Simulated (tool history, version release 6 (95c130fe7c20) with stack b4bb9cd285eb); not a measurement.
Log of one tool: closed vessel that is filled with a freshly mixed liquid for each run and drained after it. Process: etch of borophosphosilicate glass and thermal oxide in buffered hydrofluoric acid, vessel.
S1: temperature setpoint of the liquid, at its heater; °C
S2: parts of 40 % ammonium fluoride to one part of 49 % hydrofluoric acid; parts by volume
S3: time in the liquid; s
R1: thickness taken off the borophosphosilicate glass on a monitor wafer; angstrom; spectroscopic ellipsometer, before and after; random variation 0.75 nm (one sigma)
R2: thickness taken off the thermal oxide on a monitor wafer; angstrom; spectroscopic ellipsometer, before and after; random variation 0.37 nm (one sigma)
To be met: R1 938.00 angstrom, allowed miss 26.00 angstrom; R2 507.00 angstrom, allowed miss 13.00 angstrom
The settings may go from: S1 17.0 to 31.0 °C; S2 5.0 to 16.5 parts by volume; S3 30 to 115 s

run,day,S1,S2,S3,R1,R2
1,0.000,23.0,10.0,60,1234.40,661.80
2,0.158,22.0,10.0,60,1158.00,631.03
3,0.346,22.0,10.0,75,1446.70,781.61
4,0.708,22.0,12.5,75,1166.60,634.29
5,0.900,21.0,12.5,75,1103.80,586.72
6,1.017,20.5,12.5,75,1074.40,581.17
7,1.158,20.0,12.5,75,1039.30,568.15
8,1.262,20.0,12.5,75,1039.30,558.18
9,1.496,19.5,12.5,75,1015.40,549.25
10,1.604,19.0,12.5,75,980.19,525.78

Which of these 4 next moves meets every target?
A,1.712,22.0,12.0,55,?,?
B,1.712,24.0,13.0,60,?,?
C,1.712,19.0,15.0,80,?,?
D,1.712,18.5,12.0,70,?,?

move,R1,R2
A,891.36,478.42
B,1001.90,538.63
C,881.55,472.82
D,935.01,500.65
A: takes the result that was furthest off past its target
B: further off than the last run
C: takes the result that was furthest off past its target
D: meets every target
Answer: D
